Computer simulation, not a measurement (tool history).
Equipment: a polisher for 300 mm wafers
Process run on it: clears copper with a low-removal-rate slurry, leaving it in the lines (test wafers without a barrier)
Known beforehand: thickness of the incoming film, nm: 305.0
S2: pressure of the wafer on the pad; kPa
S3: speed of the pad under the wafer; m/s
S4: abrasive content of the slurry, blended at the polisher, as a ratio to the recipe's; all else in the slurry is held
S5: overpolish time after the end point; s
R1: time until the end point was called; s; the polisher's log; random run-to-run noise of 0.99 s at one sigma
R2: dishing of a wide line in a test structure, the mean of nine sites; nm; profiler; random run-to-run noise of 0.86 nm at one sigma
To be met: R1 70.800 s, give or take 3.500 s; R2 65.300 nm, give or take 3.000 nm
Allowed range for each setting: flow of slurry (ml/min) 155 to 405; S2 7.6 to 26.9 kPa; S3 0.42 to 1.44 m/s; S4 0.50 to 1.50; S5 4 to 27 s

run 1 hour=0.0 | flow_of_slurry_(ml/min)=260 S2=17.2 S3=0.92 S4=1.00 S5=14 | R1=120.170 R2=25.952
run 2 hour=5.8 | flow_of_slurry_(ml/min)=260 S2=17.2 S3=0.92 S4=1.10 S5=14 | R1=121.270 R2=26.900
run 3 hour=9.6 | flow_of_slurry_(ml/min)=260 S2=17.2 S3=1.00 S4=1.10 S5=14 | R1=113.930 R2=29.164
run 4 hour=12.1 | flow_of_slurry_(ml/min)=260 S2=19.3 S3=1.04 S4=1.15 S5=15 | R1=93.523 R2=34.758
run 5 hour=20.6 | flow_of_slurry_(ml/min)=260 S2=19.3 S3=1.16 S4=1.15 S5=15 | R1=86.854 R2=38.357
run 6 hour=25.7 | flow_of_slurry_(ml/min)=260 S2=19.3 S3=1.16 S4=1.25 S5=15 | R1=84.403 R2=39.050
run 7 hour=30.8 | flow_of_slurry_(ml/min)=260 S2=20.0 S3=1.18 S4=1.25 S5=17 | R1=81.007 R2=44.365
run 8 hour=36.7 | flow_of_slurry_(ml/min)=255 S2=20.7 S3=1.20 S4=1.25 S5=19 | R1=77.765 R2=50.263
run 9 hour=39.0 | flow_of_slurry_(ml/min)=255 S2=21.4 S3=1.22 S4=1.25 S5=20 | R1=74.829 R2=55.302
run 10 hour=41.3 | flow_of_slurry_(ml/min)=255 S2=22.1 S3=1.22 S4=1.25 S5=21 | R1=72.707 R2=59.654

5 candidate next runs follow, results not yet known. Just one meets every target within its allowed miss. Identify it.
run A hour=43.6 | flow_of_slurry_(ml/min)=215 S2=23.4 S3=1.22 S4=1.15 S5=20 | R1=? R2=?
run B hour=43.6 | flow_of_slurry_(ml/min)=260 S2=24.1 S3=1.10 S4=1.30 S5=21 | R1=? R2=?
run C hour=43.6 | flow_of_slurry_(ml/min)=220 S2=20.7 S3=1.22 S4=1.30 S5=25 | R1=? R2=?
run D hour=43.6 | flow_of_slurry_(ml/min)=305 S2=19.3 S3=1.40 S4=1.30 S5=20 | R1=? R2=?
run E hour=43.6 | flow_of_slurry_(ml/min)=290 S2=24.1 S3=1.14 S4=1.30 S5=23 | R1=? R2=?

move=A R1=71.625 R2=59.589
move=B R1=74.078 R2=60.431
move=C R1=78.009 R2=65.879
move=D R1=70.399 R2=59.635
move=E R1=70.887 R2=67.278
A: no nearer and no further than the last run
B: closer than the last run, but not yet in spec
C: puts the biggest miss on target and leaves a different result outside tolerance
D: no nearer and no further than the last run
E: meets every target
The right move is E.
